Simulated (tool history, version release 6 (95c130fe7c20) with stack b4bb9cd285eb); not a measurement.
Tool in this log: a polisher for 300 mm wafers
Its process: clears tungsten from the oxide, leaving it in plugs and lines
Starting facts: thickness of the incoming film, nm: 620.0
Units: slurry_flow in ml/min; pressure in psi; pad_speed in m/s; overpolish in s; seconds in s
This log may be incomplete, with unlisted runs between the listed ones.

{"run": 1, "hour": 0.0, "slurry_flow": 125, "pressure": 4.3, "pad_speed": 0.94, "slurry_solids": 1.0, "overpolish": 8, "seconds": 107.64}
{"run": 2, "hour": 1.1, "slurry_flow": 125, "pressure": 4.3, "pad_speed": 1.1, "slurry_solids": 1.0, "overpolish": 8, "seconds": 91.623}
{"run": 3, "hour": 2.9, "slurry_flow": 125, "pressure": 4.3, "pad_speed": 1.2, "slurry_solids": 1.0, "overpolish": 8, "seconds": 86.394}
{"run": 4, "hour": 11.1, "slurry_flow": 130, "pressure": 4.4, "pad_speed": 1.2, "slurry_solids": 1.0, "overpolish": 8, "seconds": 82.219}
{"run": 5, "hour": 16.3, "slurry_flow": 130, "pressure": 4.4, "pad_speed": 1.2, "slurry_solids": 0.9, "overpolish": 8, "seconds": 83.375}
{"run": 6, "hour": 17.0, "slurry_flow": 115, "pressure": 4.4, "pad_speed": 1.2, "slurry_solids": 0.9, "overpolish": 8, "seconds": 85.728}
{"run": 7, "hour": 24.0, "slurry_flow": 120, "pressure": 4.5, "pad_speed": 1.2, "slurry_solids": 0.9, "overpolish": 8, "seconds": 83.02}
{"run": 8, "hour": 26.6, "slurry_flow": 125, "pressure": 4.5, "pad_speed": 1.2, "slurry_solids": 0.9, "overpolish": 8, "seconds": 81.01}

Run 9 comes next. What will it give?
{"run": 9, "hour": 29.6, "slurry_flow": 130, "pressure": 4.5, "pad_speed": 1.2, "slurry_solids": 0.9, "overpolish": 8, "seconds": "?"}

seconds: 82.253 s
